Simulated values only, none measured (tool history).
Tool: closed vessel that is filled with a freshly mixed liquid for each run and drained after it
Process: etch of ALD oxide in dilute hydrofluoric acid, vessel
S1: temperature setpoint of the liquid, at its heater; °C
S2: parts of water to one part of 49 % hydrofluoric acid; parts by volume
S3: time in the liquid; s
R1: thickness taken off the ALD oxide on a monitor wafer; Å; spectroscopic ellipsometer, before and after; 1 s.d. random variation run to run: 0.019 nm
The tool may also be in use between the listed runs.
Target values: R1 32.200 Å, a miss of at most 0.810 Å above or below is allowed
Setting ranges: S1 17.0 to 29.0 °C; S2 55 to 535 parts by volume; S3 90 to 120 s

run 1 hour=0.0 | S1=21.0 S2=295 S3=120 | R1=23.001
run 2 hour=1.7 | S1=23.0 S2=290 S3=120 | R1=24.895
run 3 hour=8.6 | S1=24.5 S2=285 S3=120 | R1=27.295
run 4 hour=14.9 | S1=25.5 S2=285 S3=120 | R1=28.198
run 5 hour=23.3 | S1=25.5 S2=365 S3=120 | R1=20.042
run 6 hour=31.8 | S1=27.5 S2=365 S3=120 | R1=21.113
run 7 hour=34.6 | S1=28.0 S2=340 S3=120 | R1=24.066
-- hour=39.6 hydrofluoric acid flow meter replaced
run 8 hour=39.6 | S1=28.5 S2=325 S3=120 | R1=30.185

Which one of the following 4 next-run settings gets every result inside its allowed miss? There is exactly one.
run A hour=44.6 | S1=28.0 S2=305 S3=120 | R1=?
run B hour=44.6 | S1=24.0 S2=290 S3=120 | R1=?
run C hour=44.6 | S1=28.0 S2=295 S3=100 | R1=?
run D hour=44.6 | S1=29.0 S2=315 S3=105 | R1=?

move=A R1=32.680
move=B R1=30.470
move=C R1=28.455
move=D R1=28.304
A: all results land within tolerance of their targets
B: gains on the last run, yet a result remains outside its allowed miss
C: moves away from the targets compared with the last run
D: moves away from the targets compared with the last run
Correct choice: A, which meets every target
